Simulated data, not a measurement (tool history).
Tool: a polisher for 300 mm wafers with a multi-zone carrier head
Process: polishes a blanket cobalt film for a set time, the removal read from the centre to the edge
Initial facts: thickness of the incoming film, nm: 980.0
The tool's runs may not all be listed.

run	hour	flow of slurry (ml/min)	pressure of the head's centre zone	pressure of the head's middle zone	pressure of the head's edge zone	polishing time (s)	film removed at the wafer's centre (angstrom)	film removed at mid-radius (angstrom)	film removed at the wafer's edge (angstrom)
1	0	135	1	1	1	52	2993.8	3033.6	3078.9
2	7.6	130	0.99	1	0.98	48	2784.9	2778.3	2797.9
3	15.8	130	0.99	1	1.05	48	2728.6	2807.5	2876.2
4	20.8	125	0.98	1	1.03	45	2501.2	2596.3	2649
5	29	125	0.94	1	1.03	45	2425.1	2635.9	2691.1
6	32.6	120	0.94	1	1.01	43	2290.8	2507.4	2546.9
7	36.8	120	0.97	0.97	0.91	29	1619.3	1639.8	1634.7
8	42.8	130	0.97	0.98	0.92	29	1655.1	1668.5	1631.8
9	48.1	130	0.97	0.99	0.94	29	1626.5	1707.3	1645.7
10	51	130	0.98	0.99	0.96	29	1655.4	1707.5	1706.1
11	56.1	135	0.99	1	0.97	29	1665.4	1689	1682
12	65	135	0.99	1.01	0.98	30	1728.3	1806.3	1765.3

Expected results for the next run?
13	68.8	135	0.99	1.01	0.99	30	?	?	?

film removed at the wafer's centre (angstrom): 1752.4
film removed at mid-radius (angstrom): 1797.8
film removed at the wafer's edge (angstrom): 1778.8

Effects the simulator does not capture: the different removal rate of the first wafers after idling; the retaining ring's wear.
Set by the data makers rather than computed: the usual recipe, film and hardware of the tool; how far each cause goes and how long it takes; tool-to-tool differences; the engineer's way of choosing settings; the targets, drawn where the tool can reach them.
